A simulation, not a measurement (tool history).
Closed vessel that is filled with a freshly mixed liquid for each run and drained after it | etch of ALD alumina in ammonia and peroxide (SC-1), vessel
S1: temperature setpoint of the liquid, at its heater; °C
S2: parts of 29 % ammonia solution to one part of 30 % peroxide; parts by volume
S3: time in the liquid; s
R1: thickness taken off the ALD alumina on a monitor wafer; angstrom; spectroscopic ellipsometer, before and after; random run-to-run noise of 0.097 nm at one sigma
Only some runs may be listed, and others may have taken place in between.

run 1 hour=0 | S1=60 S2=0.85 S3=85 | R1=80.766
run 2 hour=8 | S1=63.5 S2=0.9 S3=85 | R1=97.142
run 3 hour=9 | S1=63.5 S2=0.7 S3=85 | R1=95.226
run 4 hour=16.8 | S1=66 S2=0.75 S3=85 | R1=109.13
run 5 hour=23 | S1=66 S2=0.95 S3=85 | R1=111.15
run 6 hour=27.3 | S1=67.5 S2=0.95 S3=85 | R1=118.8
run 7 hour=36.1 | S1=68.5 S2=0.95 S3=85 | R1=125.05
run 8 hour=39.5 | S1=69 S2=0.95 S3=85 | R1=127.3
run 9 hour=42.9 | S1=69.5 S2=0.95 S3=85 | R1=131.58

What will run 10 give?
run 10 hour=50.2 | S1=70 S2=0.95 S3=90 | R1=?

R1: 142.74 angstrom

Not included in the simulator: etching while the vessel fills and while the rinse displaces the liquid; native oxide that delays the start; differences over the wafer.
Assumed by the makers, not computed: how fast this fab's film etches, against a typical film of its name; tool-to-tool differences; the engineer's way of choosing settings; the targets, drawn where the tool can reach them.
